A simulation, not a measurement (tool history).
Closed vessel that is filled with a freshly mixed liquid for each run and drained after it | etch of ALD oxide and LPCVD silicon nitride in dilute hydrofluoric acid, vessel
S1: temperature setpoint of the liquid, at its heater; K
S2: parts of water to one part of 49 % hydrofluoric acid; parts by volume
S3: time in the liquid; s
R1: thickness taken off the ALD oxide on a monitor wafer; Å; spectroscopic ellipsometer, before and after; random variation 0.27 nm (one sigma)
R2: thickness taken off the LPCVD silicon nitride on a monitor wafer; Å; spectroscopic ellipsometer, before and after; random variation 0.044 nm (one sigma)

{"run": 1, "hour": 0.0, "S1": 296.15, "S2": 115, "S3": 150, "R1": 453.33, "R2": 5.9159}
{"run": 2, "hour": 4.8, "S1": 296.15, "S2": 130, "S3": 150, "R1": 396.79, "R2": 4.9796}
{"run": 3, "hour": 10.5, "S1": 296.15, "S2": 160, "S3": 150, "R1": 309.93, "R2": 4.3928}
{"run": 4, "hour": 13.3, "S1": 297.65, "S2": 150, "S3": 150, "R1": 354.02, "R2": 5.1783}
{"run": 5, "hour": 20.1, "S1": 299.65, "S2": 150, "S3": 150, "R1": 383.54, "R2": 6.1723}
{"run": 6, "hour": 24.5, "S1": 299.65, "S2": 180, "S3": 150, "R1": 308.19, "R2": 4.825}

Forecast run 7:
{"run": 7, "hour": 29.8, "S1": 300.15, "S2": 165, "S3": 150, "R1": "?", "R2": "?"}

{"run 7": {"R1": 347.06, "R2": 5.5298}}
